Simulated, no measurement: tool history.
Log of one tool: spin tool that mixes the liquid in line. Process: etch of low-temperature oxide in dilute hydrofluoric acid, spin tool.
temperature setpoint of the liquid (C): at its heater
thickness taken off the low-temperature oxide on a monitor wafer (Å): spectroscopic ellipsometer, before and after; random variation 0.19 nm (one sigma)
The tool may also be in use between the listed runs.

| run | day | temperature setpoint of the liquid (C) | parts of water to one part of 49 % hydrofluoric acid (parts by volume) | time under the liquid (s) | thickness taken off the low-temperature oxide on a monitor wafer (Å) |
|---|---|---|---|---|---|
| 1 | 0 | 24 | 125 | 160 | 279.84 |
| 2 | 0.121 | 24 | 90 | 160 | 402.74 |
| 3 | 0.317 | 24 | 90 | 170 | 429.55 |
| 4 | 0.683 | 24 | 65 | 170 | 612.9 |
| 5 | 0.9 | 26.5 | 65 | 170 | 675.87 |
| 6 | 1.017 | 23.5 | 85 | 170 | 448.8 |

Forecast run 7:
| 7 | 1.296 | 21.5 | 95 | 170 | ? |

thickness taken off the low-temperature oxide on a monitor wafer (Å): 375.77

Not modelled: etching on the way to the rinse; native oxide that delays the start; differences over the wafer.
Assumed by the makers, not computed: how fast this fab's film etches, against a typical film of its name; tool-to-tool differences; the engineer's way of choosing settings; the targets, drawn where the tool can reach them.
